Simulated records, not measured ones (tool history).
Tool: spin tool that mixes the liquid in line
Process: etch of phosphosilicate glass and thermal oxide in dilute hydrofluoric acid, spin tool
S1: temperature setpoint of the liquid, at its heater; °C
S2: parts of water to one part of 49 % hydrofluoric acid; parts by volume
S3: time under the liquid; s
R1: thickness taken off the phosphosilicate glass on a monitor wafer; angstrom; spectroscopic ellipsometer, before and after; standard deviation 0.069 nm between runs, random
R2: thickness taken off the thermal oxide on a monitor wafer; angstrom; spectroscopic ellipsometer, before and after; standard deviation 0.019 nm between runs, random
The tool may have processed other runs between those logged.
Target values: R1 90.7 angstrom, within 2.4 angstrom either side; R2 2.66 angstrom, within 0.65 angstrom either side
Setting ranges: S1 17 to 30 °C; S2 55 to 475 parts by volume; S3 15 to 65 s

{"run": 1, "hour": 0.0, "S1": 22, "S2": 265, "S3": 35, "R1": 165.46, "R2": 4.9551}
{"run": 2, "hour": 4.3, "S1": 21.5, "S2": 275, "S3": 35, "R1": 157.81, "R2": 5.3377}
{"run": 3, "hour": 7.1, "S1": 18, "S2": 275, "S3": 35, "R1": 138.09, "R2": 3.9983}
{"run": 4, "hour": 10.4, "S1": 18, "S2": 285, "S3": 35, "R1": 131.49, "R2": 4.0228}
{"run": 5, "hour": 15.8, "S1": 18, "S2": 295, "S3": 35, "R1": 123.86, "R2": 3.3033}
{"run": 6, "hour": 18.7, "S1": 18, "S2": 305, "S3": 35, "R1": 118.45, "R2": 3.51}
{"run": 7, "hour": 25.8, "S1": 18, "S2": 310, "S3": 35, "R1": 117.94, "R2": 3.2444}
{"run": 8, "hour": 33.8, "S1": 18, "S2": 315, "S3": 35, "R1": 114.28, "R2": 3.1051}
{"run": 9, "hour": 42.4, "S1": 18, "S2": 320, "S3": 35, "R1": 110.74, "R2": 3.1244}
{"run": 10, "hour": 47.9, "S1": 17, "S2": 360, "S3": 35, "R1": 93.269, "R2": 2.6638}

Below are 5 possible settings for the next run. Only one of them brings all results inside the allowed miss of their targets. Which is it?
{"run": "A", "hour": 53.4, "S1": 30, "S2": 475, "S3": 30, "R1": "?", "R2": "?"}
{"run": "B", "hour": 53.4, "S1": 17, "S2": 405, "S3": 40, "R1": "?", "R2": "?"}
{"run": "C", "hour": 53.4, "S1": 17, "S2": 310, "S3": 30, "R1": "?", "R2": "?"}
{"run": "D", "hour": 53.4, "S1": 21.5, "S2": 395, "S3": 35, "R1": "?", "R2": "?"}
{"run": "E", "hour": 53.4, "S1": 26.5, "S2": 435, "S3": 30, "R1": "?", "R2": "?"}

move=A R1=85.089 R2=2.3298
move=B R1=92.682 R2=2.5377
move=C R1=97.983 R2=2.6829
move=D R1=98.149 R2=2.6874
move=E R1=86.788 R2=2.3764
A: moves the result that the last run missed by most past its target, out the other side
B: meets every target
C: its largest miss is bigger than the last run's
D: its largest miss is bigger than the last run's
E: moves the result that the last run missed by most past its target, out the other side
Go with B: it meets all targets.
